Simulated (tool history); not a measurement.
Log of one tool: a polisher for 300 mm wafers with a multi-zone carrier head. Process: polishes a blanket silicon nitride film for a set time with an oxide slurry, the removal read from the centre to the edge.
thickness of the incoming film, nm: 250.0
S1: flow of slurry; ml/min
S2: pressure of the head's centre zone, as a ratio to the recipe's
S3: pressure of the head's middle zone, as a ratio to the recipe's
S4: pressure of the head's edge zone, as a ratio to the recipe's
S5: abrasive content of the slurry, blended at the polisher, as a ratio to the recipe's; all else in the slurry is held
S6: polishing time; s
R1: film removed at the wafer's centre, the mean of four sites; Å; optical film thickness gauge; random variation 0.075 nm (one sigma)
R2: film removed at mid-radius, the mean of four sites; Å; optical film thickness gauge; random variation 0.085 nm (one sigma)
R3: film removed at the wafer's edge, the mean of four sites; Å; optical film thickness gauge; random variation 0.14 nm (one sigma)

| run | hour | S1 | S2 | S3 | S4 | S5 | S6 | R1 | R2 | R3 |
|---|---|---|---|---|---|---|---|---|---|---|
| 1 | 0 | 125 | 1 | 1 | 1 | 1 | 42 | 181.48 | 184.26 | 183.25 |
| 2 | 2.9 | 125 | 0.96 | 1 | 1 | 1 | 42 | 174.02 | 185.39 | 183.53 |
| 3 | 6.7 | 125 | 0.97 | 0.99 | 0.96 | 0.9 | 39 | 157.94 | 162.61 | 160.47 |
| 4 | 12.8 | 125 | 0.97 | 0.99 | 0.96 | 0.9 | 48 | 196.24 | 201.02 | 197.44 |
| 5 | 17.3 | 125 | 0.97 | 0.99 | 0.96 | 1 | 48 | 200 | 210.6 | 203.19 |
| 6 | 23.3 | 125 | 0.97 | 0.99 | 0.92 | 0.9 | 43 | 172.45 | 180.4 | 171.13 |
| 7 | 30.3 | 125 | 0.98 | 0.98 | 0.89 | 0.8 | 39 | 149.53 | 153.18 | 143.11 |
| 8 | 38.7 | 120 | 0.98 | 0.97 | 0.87 | 0.75 | 37 | 138.17 | 140.83 | 127.76 |
| 9 | 44.1 | 110 | 0.97 | 0.94 | 0.86 | 0.7 | 37 | 128.92 | 128.07 | 126.6 |
| 10 | 46.8 | 115 | 0.97 | 0.94 | 0.85 | 0.65 | 36 | 123.18 | 122.82 | 119.06 |

Run 11 comes next. What will it give?
| 11 | 50.4 | 115 | 0.98 | 0.94 | 0.84 | 0.6 | 35 | ? | ? | ? |

R1: 116.68 Å
R2: 114.87 Å
R3: 109.97 Å
